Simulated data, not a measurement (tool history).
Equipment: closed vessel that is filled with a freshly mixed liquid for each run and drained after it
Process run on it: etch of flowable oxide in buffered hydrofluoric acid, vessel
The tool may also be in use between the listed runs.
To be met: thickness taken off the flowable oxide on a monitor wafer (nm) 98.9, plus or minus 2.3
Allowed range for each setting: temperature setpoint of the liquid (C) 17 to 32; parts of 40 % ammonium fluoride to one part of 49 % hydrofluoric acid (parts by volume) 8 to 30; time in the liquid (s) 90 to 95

run    day  temperature setpoint of the liquid (C)  parts of 40 % ammonium fluoride to one part of 49 % hydrofluoric acid (parts by volume)  time in the liquid (s)  thickness taken off the flowable oxide on a monitor wafer (nm)
  1      0                                      24                                                                                     22.5                      90                                                          111.02
  2  0.312                                      24                                                                                     16.5                      90                                                          144.65
  3  0.538                                      22                                                                                     16.5                      90                                                          130.17
  4  0.658                                    20.5                                                                                     16.5                      90                                                          119.86
  5  0.933                                    19.5                                                                                     16.5                      90                                                           113.1
  6  1.146                                      19                                                                                     16.5                      90                                                           109.8
  7  1.329                                    18.5                                                                                     16.5                      90                                                          106.24
  8  1.679                                    18.5                                                                                     16.5                      90                                                          107.02
  9  1.862                                      18                                                                                     16.5                      90                                                          104.64

Consider the 5 candidate settings below. Which is the only one whose results all fall within their allowed miss of target?
  A  2.046                                    17.5                                                                                       16                      90                                                               ?
  B  2.046                                    17.5                                                                                     16.5                      95                                                               ?
  C  2.046                                      17                                                                                       18                      95                                                               ?
  D  2.046                                      17                                                                                     16.5                      90                                                               ?
  E  2.046                                    17.5                                                                                     18.5                      95                                                               ?

move  thickness taken off the flowable oxide on a monitor wafer (nm)
   A                                                          103.36
   B                                                          105.84
   C                                                          94.392
   D                                                          97.445
   E                                                          94.534
A: moves toward the targets from the last run without getting all of them in spec
B: further off than the last run
C: carries the result that was furthest off beyond its target, to the other side
D: all results land within tolerance of their targets
E: carries the result that was furthest off beyond its target, to the other side
The right move is D.

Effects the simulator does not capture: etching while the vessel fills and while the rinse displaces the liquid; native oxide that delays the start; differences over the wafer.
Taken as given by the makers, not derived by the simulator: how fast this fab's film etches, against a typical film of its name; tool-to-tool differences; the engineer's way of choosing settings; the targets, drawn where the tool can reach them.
